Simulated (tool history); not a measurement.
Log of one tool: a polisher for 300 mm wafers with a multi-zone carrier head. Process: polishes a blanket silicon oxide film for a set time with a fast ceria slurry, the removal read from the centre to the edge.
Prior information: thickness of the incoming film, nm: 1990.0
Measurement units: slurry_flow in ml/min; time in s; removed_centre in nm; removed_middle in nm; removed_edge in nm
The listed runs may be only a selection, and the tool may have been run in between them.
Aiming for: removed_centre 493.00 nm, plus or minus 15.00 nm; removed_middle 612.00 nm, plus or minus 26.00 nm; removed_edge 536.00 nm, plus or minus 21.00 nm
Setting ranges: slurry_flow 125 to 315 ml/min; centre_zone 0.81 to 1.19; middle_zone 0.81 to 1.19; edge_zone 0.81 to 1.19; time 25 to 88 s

run 1 hour=0.0 | slurry_flow=205 centre_zone=1.00 middle_zone=1.00 edge_zone=1.00 time=56 | removed_centre=771.12 removed_middle=785.61 removed_edge=749.19
run 2 hour=2.0 | slurry_flow=195 centre_zone=0.96 middle_zone=1.01 edge_zone=0.96 time=52 | removed_centre=687.58 removed_middle=734.71 removed_edge=680.08
run 3 hour=4.9 | slurry_flow=190 centre_zone=0.92 middle_zone=1.01 edge_zone=0.94 time=49 | removed_centre=619.51 removed_middle=686.58 removed_edge=651.51
run 4 hour=9.0 | slurry_flow=190 centre_zone=0.92 middle_zone=0.96 edge_zone=0.94 time=49 | removed_centre=621.29 removed_middle=671.33 removed_edge=641.08
run 5 hour=12.8 | slurry_flow=185 centre_zone=0.90 middle_zone=0.98 edge_zone=0.91 time=47 | removed_centre=582.61 removed_middle=647.03 removed_edge=608.32
run 6 hour=13.3 | slurry_flow=180 centre_zone=0.88 middle_zone=1.00 edge_zone=0.88 time=46 | removed_centre=549.04 removed_middle=630.38 removed_edge=578.54
run 7 hour=15.5 | slurry_flow=180 centre_zone=0.88 middle_zone=1.00 edge_zone=0.88 time=46 | removed_centre=555.22 removed_middle=638.17 removed_edge=585.65
run 8 hour=22.0 | slurry_flow=175 centre_zone=0.87 middle_zone=1.01 edge_zone=0.86 time=45 | removed_centre=534.06 removed_middle=632.04 removed_edge=574.14
run 9 hour=25.0 | slurry_flow=175 centre_zone=0.86 middle_zone=1.02 edge_zone=0.85 time=44 | removed_centre=515.14 removed_middle=611.49 removed_edge=552.69

Exactly one of the 5 candidate moves below puts every result within its allowed miss. Which one?
run A hour=28.0 | slurry_flow=205 centre_zone=0.96 middle_zone=1.11 edge_zone=0.81 time=40 | removed_centre=? removed_middle=? removed_edge=?
run B hour=28.0 | slurry_flow=260 centre_zone=0.83 middle_zone=1.02 edge_zone=0.88 time=45 | removed_centre=? removed_middle=? removed_edge=?
run C hour=28.0 | slurry_flow=155 centre_zone=0.85 middle_zone=1.05 edge_zone=0.86 time=43 | removed_centre=? removed_middle=? removed_edge=?
run D hour=28.0 | slurry_flow=180 centre_zone=0.87 middle_zone=1.04 edge_zone=0.82 time=44 | removed_centre=? removed_middle=? removed_edge=?
run E hour=28.0 | slurry_flow=160 centre_zone=0.90 middle_zone=1.07 edge_zone=0.81 time=45 | removed_centre=? removed_middle=? removed_edge=?

move=A removed_centre=535.39 removed_middle=624.85 removed_edge=494.34
move=B removed_centre=533.24 removed_middle=669.73 removed_edge=587.78
move=C removed_centre=491.99 removed_middle=621.85 removed_edge=534.10
move=D removed_centre=524.96 removed_middle=641.64 removed_edge=541.70
move=E removed_centre=547.70 removed_middle=663.56 removed_edge=545.61
A: the biggest miss grows against the last run
B: the biggest miss grows against the last run
C: hits every target within its allowed miss
D: the biggest miss grows against the last run
E: the biggest miss grows against the last run
The right move is C.
